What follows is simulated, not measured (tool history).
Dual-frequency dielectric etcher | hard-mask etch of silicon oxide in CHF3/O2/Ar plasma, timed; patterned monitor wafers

| run | hour | source power (kW) | bias power (kW) | etch time (s) | mean etch depth across the wafer (angstrom) |
|---|---|---|---|---|---|
| 1 | 0 | 0.46 | 0.134 | 20 | 311.97 |
| 2 | 3.8 | 0.42 | 0.127 | 20 | 289.8 |
| 3 | 9.1 | 0.4 | 0.125 | 20 | 279.3 |
| 4 | 17.4 | 0.38 | 0.124 | 20 | 272.48 |
| 5 | 20.6 | 0.38 | 0.145 | 20 | 289.38 |
| 6 | 22.6 | 0.38 | 0.145 | 20 | 288.86 |
| 7 | 27.2 | 0.38 | 0.145 | 20 | 291.21 |
| 8 | 28.9 | 0.36 | 0.142 | 20 | 277.75 |
| 9 | 37.1 | 0.34 | 0.141 | 20 | 268.66 |

The next listed run, before its measurement:
| 10 | 41.8 | 0.33 | 0.14 | 20 | ? |

Run 10 gave mean etch depth across the wafer (angstrom) 262.11.

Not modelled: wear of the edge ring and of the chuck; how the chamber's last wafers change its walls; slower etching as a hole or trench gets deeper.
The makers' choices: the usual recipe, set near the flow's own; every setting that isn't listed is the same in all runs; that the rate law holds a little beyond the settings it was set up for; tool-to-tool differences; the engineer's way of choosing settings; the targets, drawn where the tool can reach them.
